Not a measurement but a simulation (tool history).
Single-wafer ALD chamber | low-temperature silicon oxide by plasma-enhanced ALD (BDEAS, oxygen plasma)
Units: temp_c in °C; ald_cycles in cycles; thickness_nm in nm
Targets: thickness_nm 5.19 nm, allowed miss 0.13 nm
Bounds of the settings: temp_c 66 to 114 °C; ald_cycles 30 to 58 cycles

| run | hour | temp_c | ald_cycles | thickness_nm |
|---|---|---|---|---|
| 1 | 0 | 90 | 44 | 6.0407 |
| 2 | 2.1 | 80 | 44 | 6.2327 |
| 3 | 5.4 | 83 | 42 | 5.888 |
| 4 | 8.3 | 87 | 42 | 5.8204 |
| 5 | 16.1 | 89 | 41 | 5.6837 |
| 6 | 24 | 97 | 41 | 5.506 |
| 7 | 25.6 | 99 | 41 | 5.4591 |
| 8 | 34.1 | 100 | 41 | 5.4639 |
| 9 | 41.9 | 101 | 41 | 5.4325 |

Which of these 4 next moves meets every target?
| A | 49.7 | 105 | 39 | ? |
| B | 49.7 | 102 | 36 | ? |
| C | 49.7 | 110 | 37 | ? |
| D | 49.7 | 105 | 37 | ? |

| move | thickness_nm |
|---|---|
| A | 5.1333 |
| B | 4.7612 |
| C | 4.8312 |
| D | 4.8701 |
A: meets every target
B: takes the result that was furthest off past its target
C: takes the result that was furthest off past its target
D: takes the result that was furthest off past its target
The right move is A.
